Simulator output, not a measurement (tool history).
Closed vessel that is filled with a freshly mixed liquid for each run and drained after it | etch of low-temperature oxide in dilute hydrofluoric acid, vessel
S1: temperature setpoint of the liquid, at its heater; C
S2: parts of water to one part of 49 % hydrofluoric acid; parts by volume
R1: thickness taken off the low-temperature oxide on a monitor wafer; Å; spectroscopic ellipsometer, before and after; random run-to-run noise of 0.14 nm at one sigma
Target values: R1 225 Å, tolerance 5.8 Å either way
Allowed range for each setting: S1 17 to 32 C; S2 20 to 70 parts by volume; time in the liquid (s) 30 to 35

Run 1, day 0: S1 24 C, S2 40 parts by volume, time in the liquid (s) 35. Result: R1 123.79 Å.
Run 2, day 0.067: S1 24 C, S2 40 parts by volume, time in the liquid (s) 30. Result: R1 106.59 Å.
Run 3, day 0.275: S1 24.5 C, S2 40 parts by volume, time in the liquid (s) 30. Result: R1 108.42 Å.
Run 4, day 0.529: S1 25 C, S2 40 parts by volume, time in the liquid (s) 30. Result: R1 110.92 Å.
Run 5, day 0.625: S1 25 C, S2 30 parts by volume, time in the liquid (s) 30. Result: R1 147.91 Å.
Run 6, day 0.921: S1 25.5 C, S2 30 parts by volume, time in the liquid (s) 30. Result: R1 152.23 Å.
Run 7, day 1.212: S1 26 C, S2 30 parts by volume, time in the liquid (s) 30. Result: R1 154.89 Å.
Run 8, day 1.562: S1 26.5 C, S2 30 parts by volume, time in the liquid (s) 30. Result: R1 158.6 Å.
Run 9, day 1.846: S1 27 C, S2 30 parts by volume, time in the liquid (s) 30. Result: R1 161.82 Å.
Run 10, day 2.212: S1 27.5 C, S2 30 parts by volume, time in the liquid (s) 30. Result: R1 165.61 Å.
Run 11, day 2.558: S1 28 C, S2 30 parts by volume, time in the liquid (s) 30. Result: R1 167.98 Å.
Run 12, day 2.725: S1 28.5 C, S2 30 parts by volume, time in the liquid (s) 30. Result: R1 173.08 Å.
Run 13, day 3.038: S1 29 C, S2 30 parts by volume, time in the liquid (s) 30. Result: R1 175.07 Å.
Run 14, day 3.133: S1 29.5 C, S2 30 parts by volume, time in the liquid (s) 30. Result: R1 180.67 Å.
Run 15, day 3.383: S1 31 C, S2 25 parts by volume, time in the liquid (s) 30. Result: R1 231.67 Å.

Of the 4 settings listed for the next run, only one would bring every result within its allowed miss of target. Which one?
Run A, day 3.633: S1 31.5 C, S2 25 parts by volume, time in the liquid (s) 30. Result: R1 ?.
Run B, day 3.633: S1 26.5 C, S2 20 parts by volume, time in the liquid (s) 30. Result: R1 ?.
Run C, day 3.633: S1 30.5 C, S2 25 parts by volume, time in the liquid (s) 30. Result: R1 ?.
Run D, day 3.633: S1 32 C, S2 25 parts by volume, time in the liquid (s) 30. Result: R1 ?.

move      R1
   A  235.75
   B   242.4
   C  226.52
   D  240.48
A: the biggest miss grows against the last run
B: the biggest miss grows against the last run
C: in spec on every target
D: the biggest miss grows against the last run
The move that meets every target is C.

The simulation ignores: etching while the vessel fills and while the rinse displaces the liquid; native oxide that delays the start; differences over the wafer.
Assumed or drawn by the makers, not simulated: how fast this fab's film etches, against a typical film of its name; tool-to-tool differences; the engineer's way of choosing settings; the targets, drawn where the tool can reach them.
